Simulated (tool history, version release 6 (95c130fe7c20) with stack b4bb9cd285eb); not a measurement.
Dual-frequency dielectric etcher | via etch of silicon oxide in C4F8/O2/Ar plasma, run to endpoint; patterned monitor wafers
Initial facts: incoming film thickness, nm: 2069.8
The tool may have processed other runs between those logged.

run  hour  source power (W)  bias power (W)  endpoint time (s)
  1     0              1700            2038             441.34
  2   5.5              1700            1829             442.13
  3   9.2              1910            1829             425.96
  4  17.1              2200            1829             392.26
  5  19.2              2040            1747             413.59
  6  19.8              2040            2018              385.5
  7    21              1910            1973             412.84
  8  22.3              1790            1918             435.91
  9  24.5              1700            1885             443.16
 10  31.8              1610            1833             459.39
 11  35.3              1530            1796             481.19
 12  40.4              1480            1779             486.65

Run 13 comes next. What will it give?
 13  48.9              1430            1761                  ?

Run 13 produced endpoint time (s) 505.29.
